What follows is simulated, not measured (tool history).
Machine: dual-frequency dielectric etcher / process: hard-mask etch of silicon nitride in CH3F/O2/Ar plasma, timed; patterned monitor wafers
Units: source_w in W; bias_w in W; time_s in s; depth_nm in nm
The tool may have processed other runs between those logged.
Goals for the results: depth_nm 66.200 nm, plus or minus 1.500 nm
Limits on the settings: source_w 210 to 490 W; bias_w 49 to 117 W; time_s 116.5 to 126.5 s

{"run": 1, "hour": 0.0, "source_w": 350, "bias_w": 83, "time_s": 126.5, "depth_nm": 79.529}
{"run": 2, "hour": 6.7, "source_w": 320, "bias_w": 79, "time_s": 126.0, "depth_nm": 74.412}
{"run": 3, "hour": 8.8, "source_w": 320, "bias_w": 88, "time_s": 126.0, "depth_nm": 78.854}
{"run": 4, "hour": 13.0, "source_w": 290, "bias_w": 85, "time_s": 125.5, "depth_nm": 74.313}
{"run": 5, "hour": 18.6, "source_w": 290, "bias_w": 100, "time_s": 125.5, "depth_nm": 79.592}
{"run": 6, "hour": 27.3, "source_w": 270, "bias_w": 94, "time_s": 124.5, "depth_nm": 74.764}
{"run": 7, "hour": 33.5, "source_w": 250, "bias_w": 91, "time_s": 124.0, "depth_nm": 71.739}
{"run": 8, "hour": 38.3, "source_w": 240, "bias_w": 89, "time_s": 123.5, "depth_nm": 69.994}
{"run": 9, "hour": 40.6, "source_w": 230, "bias_w": 88, "time_s": 123.5, "depth_nm": 68.629}

Below are 5 possible settings for the next run. Only one of them brings all results inside the allowed miss of their targets. Which is it?
{"run": "A", "hour": 42.9, "source_w": 210, "bias_w": 81, "time_s": 120.0, "depth_nm": "?"}
{"run": "B", "hour": 42.9, "source_w": 210, "bias_w": 85, "time_s": 124.5, "depth_nm": "?"}
{"run": "C", "hour": 42.9, "source_w": 220, "bias_w": 94, "time_s": 125.0, "depth_nm": "?"}
{"run": "D", "hour": 42.9, "source_w": 220, "bias_w": 93, "time_s": 125.0, "depth_nm": "?"}
{"run": "E", "hour": 42.9, "source_w": 230, "bias_w": 100, "time_s": 126.5, "depth_nm": "?"}

move=A depth_nm=62.214
move=B depth_nm=65.903
move=C depth_nm=70.158
move=D depth_nm=69.834
move=E depth_nm=73.985
A: takes the result that was furthest off past its target
B: meets every target
C: moves away from the targets compared with the last run
D: moves away from the targets compared with the last run
E: moves away from the targets compared with the last run
The right move is B.
